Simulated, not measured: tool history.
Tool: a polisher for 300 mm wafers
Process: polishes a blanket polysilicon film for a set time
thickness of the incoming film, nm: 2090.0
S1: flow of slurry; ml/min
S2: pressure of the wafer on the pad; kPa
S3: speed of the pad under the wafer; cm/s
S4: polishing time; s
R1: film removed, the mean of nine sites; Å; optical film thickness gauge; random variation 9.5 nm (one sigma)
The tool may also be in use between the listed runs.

run    day   S1    S2   S3  S4      R1
  1      0  245  14.5  102  85  4622.6
  2  0.167  245  15.2  102  85  4838.5
  3  0.254  245  15.9  102  85  5109.5
  4  0.404  245  15.9  102  90  5366.7
  5  0.762  245  17.2  104  90  5875.6
  6  0.921  245  17.2   80  90    4717
  7  1.229  245  17.9   80  90  4834.9
  8  1.479  245  18.6   80  90  5061.9

Run 9 comes next. What will it give?
  9  1.508  245  22.1  84  90   ?

R1: 6052.5 Å

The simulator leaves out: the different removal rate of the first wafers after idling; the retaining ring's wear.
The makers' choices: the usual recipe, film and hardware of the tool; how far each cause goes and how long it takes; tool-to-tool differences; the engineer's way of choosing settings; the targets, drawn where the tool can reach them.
